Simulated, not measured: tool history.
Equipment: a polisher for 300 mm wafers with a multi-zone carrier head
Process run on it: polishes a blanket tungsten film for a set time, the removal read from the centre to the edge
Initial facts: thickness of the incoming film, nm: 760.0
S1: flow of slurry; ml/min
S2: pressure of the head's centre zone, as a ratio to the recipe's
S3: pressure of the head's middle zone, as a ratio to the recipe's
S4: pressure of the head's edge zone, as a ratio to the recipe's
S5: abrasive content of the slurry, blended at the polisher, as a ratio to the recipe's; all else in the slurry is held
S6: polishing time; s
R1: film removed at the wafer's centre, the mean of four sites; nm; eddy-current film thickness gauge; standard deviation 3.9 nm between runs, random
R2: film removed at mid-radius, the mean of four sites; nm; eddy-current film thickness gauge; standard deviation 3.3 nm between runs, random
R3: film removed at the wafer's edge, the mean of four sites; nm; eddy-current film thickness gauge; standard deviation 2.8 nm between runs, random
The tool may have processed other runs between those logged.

run  hour   S1    S2    S3    S4    S5  S6      R1      R2      R3
  1     0  125     1     1     1     1  44  268.42  275.71  266.07
  2   1.9  155     1     1     1     1  44  286.55   283.2     273
  3     9  180     1     1     1     1  44  293.76  294.08  281.76
  4  10.9  180     1     1     1   0.9  44  280.25  286.27  270.76
  5  12.7  180  0.94     1     1   0.9  44  265.92  289.54  274.64
  6  20.5  180  0.94  1.02  1.02     1  45  286.48   305.7   289.6
  7  27.9  180  0.93  1.04  1.03  1.05  46   292.6  323.66  297.71
  8  30.9  170  0.98  1.06  1.13   1.3  58  404.64  430.46  421.51

Expected results for the next run?
  9  34.4  175  0.98  1.07  1.13  1.3  58   ?   ?   ?

R1: 406.45 nm
R2: 440.7 nm
R3: 419.35 nm
